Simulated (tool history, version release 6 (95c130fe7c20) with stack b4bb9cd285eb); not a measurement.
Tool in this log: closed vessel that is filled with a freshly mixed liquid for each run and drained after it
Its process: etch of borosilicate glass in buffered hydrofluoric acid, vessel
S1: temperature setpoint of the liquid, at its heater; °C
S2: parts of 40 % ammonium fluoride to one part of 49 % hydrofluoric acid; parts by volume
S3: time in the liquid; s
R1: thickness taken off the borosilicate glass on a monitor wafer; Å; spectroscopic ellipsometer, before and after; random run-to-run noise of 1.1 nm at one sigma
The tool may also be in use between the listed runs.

run	hour	S1	S2	S3	R1
1	0	24	16.5	95	827.73
2	6.8	24	16.5	95	823.41
3	10.8	26.5	16	95	971.54
4	15.5	26.5	16	100	1017.9
5	20	25	16	100	952.06
6	23.4	25	16	100	946.12
7	24	27	16	100	1047.2
8	31.8	28.5	16	100	1134.6

Forecast run 9:
9	32.6	29.5	16	100	?

{"run 9": {"R1": 1202.2}}
